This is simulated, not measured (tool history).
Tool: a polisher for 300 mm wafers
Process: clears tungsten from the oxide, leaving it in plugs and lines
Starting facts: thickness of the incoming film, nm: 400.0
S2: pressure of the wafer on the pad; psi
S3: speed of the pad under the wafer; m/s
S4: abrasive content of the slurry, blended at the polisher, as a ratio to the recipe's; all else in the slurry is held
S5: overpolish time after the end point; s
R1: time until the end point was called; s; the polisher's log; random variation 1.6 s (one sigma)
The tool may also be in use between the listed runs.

Run 1, hour 0.0: flow of slurry (ml/min) 220, S2 2.9 psi, S3 1.32 m/s, S4 1.0, S5 8 s. Result: R1 76.249 s.
Run 2, hour 1.4: flow of slurry (ml/min) 220, S2 2.7 psi, S3 1.32 m/s, S4 1.0, S5 8 s. Result: R1 82.382 s.
Run 3, hour 7.6: flow of slurry (ml/min) 200, S2 2.7 psi, S3 1.32 m/s, S4 1.0, S5 8 s. Result: R1 84.895 s.
Run 4, hour 12.0: flow of slurry (ml/min) 200, S2 2.7 psi, S3 1.00 m/s, S4 1.0, S5 8 s. Result: R1 102.570 s.
Run 5, hour 19.1: flow of slurry (ml/min) 200, S2 3.1 psi, S3 1.00 m/s, S4 1.0, S5 8 s. Result: R1 91.091 s.
Run 6, hour 28.0: flow of slurry (ml/min) 200, S2 3.6 psi, S3 1.00 m/s, S4 1.0, S5 8 s. Result: R1 79.083 s.
Run 7, hour 31.6: flow of slurry (ml/min) 200, S2 3.4 psi, S3 1.00 m/s, S4 1.0, S5 8 s. Result: R1 83.419 s.
Run 8, hour 33.4: flow of slurry (ml/min) 200, S2 3.3 psi, S3 1.00 m/s, S4 1.0, S5 8 s. Result: R1 84.252 s.

Run 9, settings as shown, results not yet in. Your forecast:
Run 9, hour 34.8: flow of slurry (ml/min) 200, S2 3.2 psi, S3 1.00 m/s, S4 1.0, S5 8 s. Result: R1 ?.

{"run 9": {"R1": 89.664}}

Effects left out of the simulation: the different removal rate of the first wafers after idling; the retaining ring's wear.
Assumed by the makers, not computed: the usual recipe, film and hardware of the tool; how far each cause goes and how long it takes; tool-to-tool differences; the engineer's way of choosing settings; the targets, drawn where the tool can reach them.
